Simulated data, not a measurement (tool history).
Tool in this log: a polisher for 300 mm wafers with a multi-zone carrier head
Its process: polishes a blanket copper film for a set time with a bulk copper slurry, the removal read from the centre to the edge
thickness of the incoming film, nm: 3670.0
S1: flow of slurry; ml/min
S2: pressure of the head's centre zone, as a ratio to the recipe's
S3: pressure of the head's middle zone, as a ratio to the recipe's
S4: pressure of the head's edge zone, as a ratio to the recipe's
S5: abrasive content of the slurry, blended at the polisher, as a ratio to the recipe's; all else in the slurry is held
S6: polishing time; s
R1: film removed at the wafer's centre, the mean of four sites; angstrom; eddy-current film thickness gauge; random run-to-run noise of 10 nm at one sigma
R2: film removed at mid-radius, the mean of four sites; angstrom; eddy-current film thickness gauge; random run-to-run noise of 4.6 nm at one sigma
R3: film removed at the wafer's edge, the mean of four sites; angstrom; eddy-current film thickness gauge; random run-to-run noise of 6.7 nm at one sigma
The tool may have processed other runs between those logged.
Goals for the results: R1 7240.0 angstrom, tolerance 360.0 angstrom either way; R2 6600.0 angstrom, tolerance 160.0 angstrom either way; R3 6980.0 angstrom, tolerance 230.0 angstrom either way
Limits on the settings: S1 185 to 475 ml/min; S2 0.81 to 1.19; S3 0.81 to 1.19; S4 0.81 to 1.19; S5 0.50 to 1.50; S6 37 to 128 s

Run 1, hour 0.0: S1 305 ml/min, S2 1.00, S3 1.00, S4 1.00, S5 1.00, S6 82 s. Result: R1 7091.5 angstrom, R2 7350.1 angstrom, R3 7294.8 angstrom.
Run 2, hour 4.8: S1 300 ml/min, S2 1.01, S3 0.98, S4 0.99, S5 1.00, S6 82 s. Result: R1 7204.1 angstrom, R2 7141.1 angstrom, R3 7259.0 angstrom.
Run 3, hour 7.0: S1 300 ml/min, S2 1.01, S3 0.98, S4 0.99, S5 1.00, S6 100 s. Result: R1 9034.1 angstrom, R2 8816.3 angstrom, R3 8916.1 angstrom.
Run 4, hour 15.0: S1 300 ml/min, S2 1.01, S3 0.98, S4 0.99, S5 1.00, S6 108 s. Result: R1 9830.8 angstrom, R2 9595.9 angstrom, R3 9744.6 angstrom.
Run 5, hour 18.9: S1 295 ml/min, S2 1.00, S3 0.95, S4 0.96, S5 0.85, S6 105 s. Result: R1 8873.3 angstrom, R2 8847.0 angstrom, R3 8804.9 angstrom.
Run 6, hour 23.9: S1 295 ml/min, S2 1.00, S3 0.95, S4 1.03, S5 0.85, S6 105 s. Result: R1 9090.2 angstrom, R2 8744.1 angstrom, R3 9473.2 angstrom.
Run 7, hour 28.0: S1 290 ml/min, S2 1.00, S3 0.92, S4 1.00, S5 0.75, S6 103 s. Result: R1 8725.1 angstrom, R2 8205.9 angstrom, R3 8752.0 angstrom.
Run 8, hour 30.7: S1 285 ml/min, S2 0.99, S3 0.89, S4 0.98, S5 0.70, S6 101 s. Result: R1 8086.3 angstrom, R2 7789.1 angstrom, R3 8427.2 angstrom.
Run 9, hour 33.5: S1 280 ml/min, S2 1.00, S3 0.87, S4 0.96, S5 0.65, S6 99 s. Result: R1 7898.3 angstrom, R2 7306.6 angstrom, R3 8147.5 angstrom.
Run 10, hour 38.6: S1 280 ml/min, S2 1.01, S3 0.86, S4 0.93, S5 0.60, S6 98 s. Result: R1 8125.1 angstrom, R2 7131.2 angstrom, R3 7760.8 angstrom.
Run 11, hour 44.7: S1 275 ml/min, S2 1.00, S3 0.85, S4 0.91, S5 0.55, S6 97 s. Result: R1 7801.2 angstrom, R2 6924.7 angstrom, R3 7609.7 angstrom.
Run 12, hour 47.7: S1 275 ml/min, S2 0.99, S3 0.85, S4 0.89, S5 0.55, S6 96 s. Result: R1 7673.7 angstrom, R2 6743.6 angstrom, R3 7362.0 angstrom.
Run 13, hour 48.3: S1 275 ml/min, S2 0.99, S3 0.85, S4 0.89, S5 0.55, S6 96 s. Result: R1 7530.0 angstrom, R2 6860.3 angstrom, R3 7489.8 angstrom.
Run 14, hour 51.3: S1 275 ml/min, S2 0.99, S3 0.85, S4 0.87, S5 0.55, S6 95 s. Result: R1 7471.2 angstrom, R2 6709.3 angstrom, R3 7282.4 angstrom.
Run 15, hour 53.9: S1 275 ml/min, S2 0.99, S3 0.85, S4 0.87, S5 0.55, S6 95 s. Result: R1 7500.5 angstrom, R2 6681.1 angstrom, R3 7282.4 angstrom.

Exercise: of the 5 proposed moves below, exactly one satisfies all targets within the stated allowed misses. Which move is it?
Run A, hour 56.5: S1 235 ml/min, S2 1.04, S3 0.81, S4 0.93, S5 0.50, S6 101 s. Result: R1 ?, R2 ?, R3 ?.
Run B, hour 56.5: S1 250 ml/min, S2 1.03, S3 0.88, S4 0.89, S5 0.65, S6 89 s. Result: R1 ?, R2 ?, R3 ?.
Run C, hour 56.5: S1 295 ml/min, S2 1.10, S3 0.94, S4 0.83, S5 0.50, S6 92 s. Result: R1 ?, R2 ?, R3 ?.
Run D, hour 56.5: S1 275 ml/min, S2 0.89, S3 0.81, S4 1.00, S5 0.60, S6 99 s. Result: R1 ?, R2 ?, R3 ?.
Run E, hour 56.5: S1 335 ml/min, S2 0.88, S3 0.82, S4 0.93, S5 0.60, S6 94 s. Result: R1 ?, R2 ?, R3 ?.

move      R1      R2      R3
   A  8042.7  6710.5  7877.4
   B  7383.5  6616.6  7108.0
   C  7829.3  7045.8  6924.4
   D  7415.1  6874.8  8316.4
   E  7127.9  6710.8  7733.3
A: misses by more than the last run did
B: meets every target
C: the furthest-off result lands on target, but another misses its tolerance
D: misses by more than the last run did
E: misses by more than the last run did
B meets every target.
